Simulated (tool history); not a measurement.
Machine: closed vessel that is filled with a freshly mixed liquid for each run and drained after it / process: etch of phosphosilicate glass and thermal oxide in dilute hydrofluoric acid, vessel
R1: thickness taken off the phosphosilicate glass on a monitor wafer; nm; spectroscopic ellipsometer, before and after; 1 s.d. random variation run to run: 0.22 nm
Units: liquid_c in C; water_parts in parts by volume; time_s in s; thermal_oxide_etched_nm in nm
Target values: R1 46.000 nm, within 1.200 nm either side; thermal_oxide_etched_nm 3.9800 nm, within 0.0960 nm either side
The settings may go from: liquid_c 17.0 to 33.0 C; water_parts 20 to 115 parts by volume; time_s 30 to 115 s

{"run": 1, "hour": 0.0, "liquid_c": 25.0, "water_parts": 65, "time_s": 60, "R1": 55.034, "thermal_oxide_etched_nm": 4.7836}
{"run": 2, "hour": 6.0, "liquid_c": 24.0, "water_parts": 65, "time_s": 60, "R1": 52.98, "thermal_oxide_etched_nm": 4.5901}
{"run": 3, "hour": 6.9, "liquid_c": 26.5, "water_parts": 65, "time_s": 60, "R1": 58.623, "thermal_oxide_etched_nm": 5.0784}
{"run": 4, "hour": 11.7, "liquid_c": 26.5, "water_parts": 65, "time_s": 75, "R1": 73.657, "thermal_oxide_etched_nm": 6.4294}
{"run": 5, "hour": 18.9, "liquid_c": 26.5, "water_parts": 65, "time_s": 50, "R1": 48.877, "thermal_oxide_etched_nm": 4.191}
{"run": 6, "hour": 23.1, "liquid_c": 26.5, "water_parts": 50, "time_s": 50, "R1": 65.105, "thermal_oxide_etched_nm": 5.5333}
{"run": 7, "hour": 26.2, "liquid_c": 24.0, "water_parts": 50, "time_s": 50, "R1": 58.405, "thermal_oxide_etched_nm": 5.1471}
{"run": 8, "hour": 32.3, "liquid_c": 23.5, "water_parts": 50, "time_s": 50, "R1": 57.04, "thermal_oxide_etched_nm": 4.9569}
{"run": 9, "hour": 41.4, "liquid_c": 22.5, "water_parts": 50, "time_s": 50, "R1": 54.993, "thermal_oxide_etched_nm": 4.7466}

4 next moves are on the table. One of them brings every result within its allowed miss. Which?
{"run": "A", "hour": 50.5, "liquid_c": 20.0, "water_parts": 50, "time_s": 50, "R1": "?", "thermal_oxide_etched_nm": "?"}
{"run": "B", "hour": 50.5, "liquid_c": 17.0, "water_parts": 90, "time_s": 105, "R1": "?", "thermal_oxide_etched_nm": "?"}
{"run": "C", "hour": 50.5, "liquid_c": 20.5, "water_parts": 65, "time_s": 60, "R1": "?", "thermal_oxide_etched_nm": "?"}
{"run": "D", "hour": 50.5, "liquid_c": 20.5, "water_parts": 70, "time_s": 70, "R1": "?", "thermal_oxide_etched_nm": "?"}

move=A R1=49.456 thermal_oxide_etched_nm=4.2221
move=B R1=48.561 thermal_oxide_etched_nm=4.1457
move=C R1=45.794 thermal_oxide_etched_nm=3.9095
move=D R1=49.317 thermal_oxide_etched_nm=4.2102
A: closer than the last run, but not yet in spec
B: closer than the last run, but not yet in spec
C: each result inside its tolerance
D: closer than the last run, but not yet in spec
C meets every target.

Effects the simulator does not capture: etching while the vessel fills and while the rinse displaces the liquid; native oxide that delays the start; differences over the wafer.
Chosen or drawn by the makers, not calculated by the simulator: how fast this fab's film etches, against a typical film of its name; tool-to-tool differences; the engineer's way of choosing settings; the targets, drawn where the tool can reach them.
